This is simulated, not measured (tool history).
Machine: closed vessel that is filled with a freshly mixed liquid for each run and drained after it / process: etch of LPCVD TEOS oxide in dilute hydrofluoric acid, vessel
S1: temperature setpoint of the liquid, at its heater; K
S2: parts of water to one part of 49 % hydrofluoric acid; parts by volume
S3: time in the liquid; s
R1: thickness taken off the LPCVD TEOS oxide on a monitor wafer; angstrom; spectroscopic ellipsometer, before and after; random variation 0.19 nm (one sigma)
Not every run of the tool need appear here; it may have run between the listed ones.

run	hour	S1	S2	S3	R1
1	0	295.15	85	105	354.62
2	1	294.65	90	105	324.33
3	9.3	293.65	90	105	315.21
4	12.3	293.65	90	105	308.47
5	15	296.15	90	105	345.77
6	22.1	292.65	90	105	294.11
7	29.1	292.15	90	105	292.66

What will run 8 give?
8	31.1	291.65	90	105	?

Run 8 came out at R1 288.13 angstrom.
